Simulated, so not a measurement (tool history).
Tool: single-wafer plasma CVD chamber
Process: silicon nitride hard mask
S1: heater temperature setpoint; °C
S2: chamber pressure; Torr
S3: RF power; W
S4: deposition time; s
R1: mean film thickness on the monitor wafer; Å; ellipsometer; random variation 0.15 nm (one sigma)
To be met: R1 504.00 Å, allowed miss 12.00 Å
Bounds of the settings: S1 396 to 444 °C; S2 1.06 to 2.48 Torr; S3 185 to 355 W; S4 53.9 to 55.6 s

| run | day | S1 | S2 | S3 | S4 | R1 |
|---|---|---|---|---|---|---|
| 1 | 0.000 | 420 | 1.77 | 270 | 53.9 | 593.50 |
| 2 | 0.242 | 426 | 1.77 | 270 | 53.9 | 597.55 |
| 3 | 0.425 | 426 | 1.98 | 270 | 53.9 | 613.47 |
| 4 | 0.758 | 419 | 1.98 | 270 | 53.9 | 620.94 |
| 5 | 0.992 | 419 | 1.86 | 265 | 53.9 | 602.10 |
| 6 | 1.154 | 419 | 1.86 | 265 | 53.9 | 598.85 |
| 7 | 1.525 | 420 | 1.51 | 225 | 53.9 | 527.23 |
| 8 | 1.796 | 420 | 1.32 | 210 | 53.9 | 489.60 |
| 9 | 2.025 | 420 | 1.32 | 210 | 53.9 | 487.37 |
| 10 | 2.067 | 420 | 1.34 | 210 | 53.9 | 490.07 |

Which of these 4 next moves meets every target?
| A | 2.108 | 439 | 1.19 | 230 | 53.9 | ? |
| B | 2.108 | 425 | 1.37 | 215 | 54.3 | ? |
| C | 2.108 | 417 | 1.29 | 200 | 53.9 | ? |
| D | 2.108 | 422 | 1.28 | 200 | 54.1 | ? |

| move | R1 |
|---|---|
| A | 486.44 |
| B | 501.62 |
| C | 474.97 |
| D | 474.41 |
A: further off than the last run
B: meets every target
C: further off than the last run
D: further off than the last run
Answer: B
